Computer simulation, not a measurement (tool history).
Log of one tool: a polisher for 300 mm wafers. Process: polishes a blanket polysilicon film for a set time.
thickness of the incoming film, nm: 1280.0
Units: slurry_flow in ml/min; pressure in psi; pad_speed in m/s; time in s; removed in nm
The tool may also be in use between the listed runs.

run 1 day=0 | slurry_flow=130 pressure=3.2 pad_speed=0.86 time=75 | removed=607.39
run 2 day=0.242 | slurry_flow=130 pressure=3.2 pad_speed=0.98 time=75 | removed=698.68
run 3 day=0.608 | slurry_flow=105 pressure=3.2 pad_speed=0.98 time=75 | removed=670.88
run 4 day=0.7 | slurry_flow=105 pressure=3 pad_speed=0.98 time=75 | removed=621.04
run 5 day=0.796 | slurry_flow=80 pressure=3 pad_speed=0.98 time=75 | removed=581.77
run 6 day=0.992 | slurry_flow=80 pressure=2.9 pad_speed=0.98 time=75 | removed=567.12
run 7 day=1.038 | slurry_flow=80 pressure=2.8 pad_speed=0.98 time=75 | removed=552.48

Run 8 comes next. What will it give?
run 8 day=1.083 | slurry_flow=80 pressure=2.7 pad_speed=0.98 time=75 | removed=?

removed: 536.04 nm
